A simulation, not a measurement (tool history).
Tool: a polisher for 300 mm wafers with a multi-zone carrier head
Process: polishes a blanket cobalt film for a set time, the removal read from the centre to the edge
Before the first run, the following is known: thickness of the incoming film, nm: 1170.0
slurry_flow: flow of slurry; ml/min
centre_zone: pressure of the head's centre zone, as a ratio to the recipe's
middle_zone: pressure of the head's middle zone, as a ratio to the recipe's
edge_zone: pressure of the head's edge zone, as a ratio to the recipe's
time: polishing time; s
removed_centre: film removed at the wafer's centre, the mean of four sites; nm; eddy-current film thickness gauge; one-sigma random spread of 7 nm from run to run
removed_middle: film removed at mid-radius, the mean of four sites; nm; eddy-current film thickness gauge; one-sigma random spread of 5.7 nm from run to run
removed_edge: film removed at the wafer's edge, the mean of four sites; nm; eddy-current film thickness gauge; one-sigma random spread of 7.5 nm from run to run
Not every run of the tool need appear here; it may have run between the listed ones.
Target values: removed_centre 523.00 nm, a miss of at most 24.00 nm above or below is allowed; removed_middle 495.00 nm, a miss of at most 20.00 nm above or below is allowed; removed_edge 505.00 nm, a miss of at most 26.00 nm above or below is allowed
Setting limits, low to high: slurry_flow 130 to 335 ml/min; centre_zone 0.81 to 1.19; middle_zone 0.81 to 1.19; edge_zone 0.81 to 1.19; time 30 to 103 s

run  hour  slurry_flow  centre_zone  middle_zone  edge_zone  time  removed_centre  removed_middle  removed_edge
  1   0.0          215         1.00         1.00       1.00    66          395.59          397.05        384.92
  2   4.4          175         1.00         1.00       1.00    66          377.81          375.75        372.25
  3  13.3          200         1.02         1.00       1.05    70          427.99          416.14        418.19
  4  15.6          225         1.04         1.01       1.09    71          446.98          425.98        446.37
  5  18.5          225         1.04         0.97       1.09    71          441.13          408.28        447.58
  6  21.7          225         1.04         0.97       1.09    60          372.74          346.53        379.62
  7  26.5          225         1.04         0.97       1.09    60          376.47          352.17        369.52
  8  28.9          240         1.06         1.01       1.11    65          425.94          397.55        399.06
  9  31.4          245         1.06         1.02       1.12    69          446.78          424.76        432.39

Consider the 5 candidate settings below. Which is the only one whose results all fall within their allowed miss of target?
  A  33.9          185         1.13         0.94       1.09    80               ?               ?             ?
  B  33.9          250         1.02         0.93       1.16    78               ?               ?             ?
  C  33.9          265         0.88         0.95       1.19    85               ?               ?             ?
  D  33.9          230         1.09         1.05       1.16    79               ?               ?             ?
  E  33.9          235         0.83         1.10       1.18    77               ?               ?             ?

move  removed_centre  removed_middle  removed_edge
   A          529.45          441.29        472.43
   B          487.26          445.06        490.20
   C          460.97          495.87        543.93
   D          522.10          486.14        492.07
   E          387.92          492.09        484.61
A: nearer than the last run, and not there yet
B: nearer than the last run, and not there yet
C: brings the result that was furthest off to its target, and leaves another outside
D: every result lands within tolerance
E: brings the result that was furthest off to its target, and leaves another outside
The move that meets every target is D.

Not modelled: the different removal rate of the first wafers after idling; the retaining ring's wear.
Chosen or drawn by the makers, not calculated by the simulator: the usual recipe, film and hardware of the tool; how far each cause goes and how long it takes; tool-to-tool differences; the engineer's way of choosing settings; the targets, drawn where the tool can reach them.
